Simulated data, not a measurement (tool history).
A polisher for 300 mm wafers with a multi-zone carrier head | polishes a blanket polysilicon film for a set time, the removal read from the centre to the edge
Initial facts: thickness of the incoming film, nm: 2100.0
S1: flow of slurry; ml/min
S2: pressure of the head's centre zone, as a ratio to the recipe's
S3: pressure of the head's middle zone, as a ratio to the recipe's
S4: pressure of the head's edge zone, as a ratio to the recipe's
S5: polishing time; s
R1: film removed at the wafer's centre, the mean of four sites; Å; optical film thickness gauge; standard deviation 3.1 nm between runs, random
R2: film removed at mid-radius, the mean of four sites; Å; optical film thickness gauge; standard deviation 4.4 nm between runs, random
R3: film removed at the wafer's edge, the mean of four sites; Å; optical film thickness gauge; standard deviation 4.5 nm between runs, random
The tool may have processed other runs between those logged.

{"run": 1, "day": 0.0, "S1": 270, "S2": 1.0, "S3": 1.0, "S4": 1.0, "S5": 61, "R1": 6434.1, "R2": 6496.1, "R3": 6686.1}
{"run": 2, "day": 0.138, "S1": 270, "S2": 1.0, "S3": 1.0, "S4": 1.0, "S5": 75, "R1": 7957.1, "R2": 7986.3, "R3": 8118.6}
{"run": 3, "day": 0.162, "S1": 270, "S2": 1.0, "S3": 1.0, "S4": 0.93, "S5": 75, "R1": 7928.1, "R2": 7865.9, "R3": 7757.4}
{"run": 4, "day": 0.342, "S1": 275, "S2": 1.01, "S3": 1.01, "S4": 0.91, "S5": 69, "R1": 7377.2, "R2": 7317.6, "R3": 7187.2}
{"run": 5, "day": 0.433, "S1": 265, "S2": 1.03, "S3": 1.03, "S4": 0.9, "S5": 63, "R1": 6891.8, "R2": 6756.6, "R3": 6446.0}
{"run": 6, "day": 0.479, "S1": 255, "S2": 1.03, "S3": 1.04, "S4": 0.89, "S5": 59, "R1": 6485.2, "R2": 6586.0, "R3": 6032.6}
{"run": 7, "day": 0.704, "S1": 250, "S2": 1.04, "S3": 1.04, "S4": 0.88, "S5": 55, "R1": 5902.8, "R2": 5968.0, "R3": 5595.2}

Predict the results of run 8:
{"run": 8, "day": 1.038, "S1": 250, "S2": 1.04, "S3": 1.04, "S4": 0.88, "S5": 55, "R1": "?", "R2": "?", "R3": "?"}

R1: 6048.6 Å
R2: 5933.8 Å
R3: 5471.7 Å
